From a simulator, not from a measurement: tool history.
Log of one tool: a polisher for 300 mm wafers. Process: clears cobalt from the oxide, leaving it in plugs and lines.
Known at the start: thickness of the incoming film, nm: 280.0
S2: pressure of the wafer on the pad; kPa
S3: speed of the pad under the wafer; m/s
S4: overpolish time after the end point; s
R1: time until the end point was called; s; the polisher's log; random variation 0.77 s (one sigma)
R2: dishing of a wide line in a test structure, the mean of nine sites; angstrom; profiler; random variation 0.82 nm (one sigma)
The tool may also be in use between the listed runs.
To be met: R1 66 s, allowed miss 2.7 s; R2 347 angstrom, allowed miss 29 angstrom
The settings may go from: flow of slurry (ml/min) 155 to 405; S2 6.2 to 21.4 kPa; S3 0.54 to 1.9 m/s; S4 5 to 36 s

{"run": 1, "hour": 0.0, "flow of slurry (ml/min)": 260, "S2": 13.8, "S3": 1.22, "S4": 18, "R1": 52.825, "R2": 551.42}
{"run": 2, "hour": 4.4, "flow of slurry (ml/min)": 290, "S2": 13.8, "S3": 1.22, "S4": 18, "R1": 51.45, "R2": 574.16}
{"run": 3, "hour": 5.6, "flow of slurry (ml/min)": 290, "S2": 13.8, "S3": 1.34, "S4": 18, "R1": 48.466, "R2": 582.97}
{"run": 4, "hour": 7.0, "flow of slurry (ml/min)": 290, "S2": 13.1, "S3": 1.34, "S4": 17, "R1": 50.423, "R2": 571.69}
{"run": 5, "hour": 13.8, "flow of slurry (ml/min)": 280, "S2": 13.1, "S3": 1.32, "S4": 16, "R1": 50.099, "R2": 517.78}
{"run": 6, "hour": 20.0, "flow of slurry (ml/min)": 280, "S2": 13.1, "S3": 1.56, "S4": 16, "R1": 43.448, "R2": 602.87}
{"run": 7, "hour": 24.7, "flow of slurry (ml/min)": 280, "S2": 12.4, "S3": 1.56, "S4": 15, "R1": 45.681, "R2": 566.43}
{"run": 8, "hour": 28.3, "flow of slurry (ml/min)": 280, "S2": 11.7, "S3": 1.56, "S4": 14, "R1": 46.534, "R2": 516.66}
{"run": 9, "hour": 34.1, "flow of slurry (ml/min)": 280, "S2": 11, "S3": 1.56, "S4": 14, "R1": 48.702, "R2": 505.62}
{"run": 10, "hour": 38.7, "flow of slurry (ml/min)": 280, "S2": 6.9, "S3": 1.54, "S4": 6, "R1": 66.072, "R2": 215.23}

4 next moves are on the table. One of them brings every result within its allowed miss. Which?
{"run": "A", "hour": 43.3, "flow of slurry (ml/min)": 245, "S2": 6.2, "S3": 1.48, "S4": 10, "R1": "?", "R2": "?"}
{"run": "B", "hour": 43.3, "flow of slurry (ml/min)": 265, "S2": 9, "S3": 1.46, "S4": 10, "R1": "?", "R2": "?"}
{"run": "C", "hour": 43.3, "flow of slurry (ml/min)": 300, "S2": 6.2, "S3": 1.56, "S4": 11, "R1": "?", "R2": "?"}
{"run": "D", "hour": 43.3, "flow of slurry (ml/min)": 235, "S2": 7.6, "S3": 1.52, "S4": 17, "R1": "?", "R2": "?"}

move=A R1=72.611 R2=299.75
move=B R1=59.721 R2=348.26
move=C R1=68.036 R2=339.36
move=D R1=63.991 R2=479.3
A: nearer than the last run, and not there yet
B: brings the result that was furthest off to its target, and leaves another outside
C: meets every target
D: takes the result that was furthest off past its target
The right move is C.

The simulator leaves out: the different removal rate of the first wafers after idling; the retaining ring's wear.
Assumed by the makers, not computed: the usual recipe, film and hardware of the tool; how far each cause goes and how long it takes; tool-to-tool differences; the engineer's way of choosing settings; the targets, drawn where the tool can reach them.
